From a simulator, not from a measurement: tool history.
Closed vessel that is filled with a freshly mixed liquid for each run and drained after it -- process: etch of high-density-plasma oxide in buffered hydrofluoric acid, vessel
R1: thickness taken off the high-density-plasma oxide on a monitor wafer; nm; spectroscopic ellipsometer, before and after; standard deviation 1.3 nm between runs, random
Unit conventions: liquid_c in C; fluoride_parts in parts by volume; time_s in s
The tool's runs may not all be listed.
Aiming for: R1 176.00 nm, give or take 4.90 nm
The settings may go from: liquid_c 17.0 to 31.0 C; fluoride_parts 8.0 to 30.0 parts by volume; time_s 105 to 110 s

Run 1, hour 0.0: liquid_c 23.0 C, fluoride_parts 21.5 parts by volume, time_s 105 s. Result: R1 115.77 nm.
Run 2, hour 5.5: liquid_c 21.0 C, fluoride_parts 21.5 parts by volume, time_s 105 s. Result: R1 104.74 nm.
Run 3, hour 10.1: liquid_c 21.0 C, fluoride_parts 21.5 parts by volume, time_s 105 s. Result: R1 105.65 nm.
Run 4, hour 14.7: liquid_c 21.0 C, fluoride_parts 21.5 parts by volume, time_s 105 s. Result: R1 102.76 nm.
Run 5, hour 23.9: liquid_c 23.0 C, fluoride_parts 21.5 parts by volume, time_s 105 s. Result: R1 117.52 nm.
Run 6, hour 28.8: liquid_c 24.5 C, fluoride_parts 21.5 parts by volume, time_s 105 s. Result: R1 126.49 nm.
Run 7, hour 37.4: liquid_c 24.5 C, fluoride_parts 21.5 parts by volume, time_s 105 s. Result: R1 127.49 nm.
Run 8, hour 43.1: liquid_c 26.0 C, fluoride_parts 21.5 parts by volume, time_s 105 s. Result: R1 138.97 nm.
Run 9, hour 50.4: liquid_c 27.0 C, fluoride_parts 21.5 parts by volume, time_s 105 s. Result: R1 144.88 nm.
Run 10, hour 59.7: liquid_c 28.0 C, fluoride_parts 21.5 parts by volume, time_s 105 s. Result: R1 154.04 nm.
Run 11, hour 62.3: liquid_c 28.5 C, fluoride_parts 21.5 parts by volume, time_s 105 s. Result: R1 159.32 nm.
Run 12, hour 63.6: liquid_c 29.0 C, fluoride_parts 21.5 parts by volume, time_s 105 s. Result: R1 162.70 nm.

Pick the move, out of 4, that brings all results within their allowed miss; only one does.
Run A, hour 64.9: liquid_c 28.5 C, fluoride_parts 21.0 parts by volume, time_s 105 s. Result: R1 ?.
Run B, hour 64.9: liquid_c 29.0 C, fluoride_parts 22.5 parts by volume, time_s 110 s. Result: R1 ?.
Run C, hour 64.9: liquid_c 29.5 C, fluoride_parts 22.5 parts by volume, time_s 110 s. Result: R1 ?.
Run D, hour 64.9: liquid_c 29.5 C, fluoride_parts 19.5 parts by volume, time_s 105 s. Result: R1 ?.

move      R1
   A  159.88
   B  164.09
   C  168.51
   D  177.38
A: misses by more than the last run did
B: nearer the targets than the last run, but a result is still out of spec
C: nearer the targets than the last run, but a result is still out of spec
D: each result inside its tolerance
Go with D: it meets all targets.
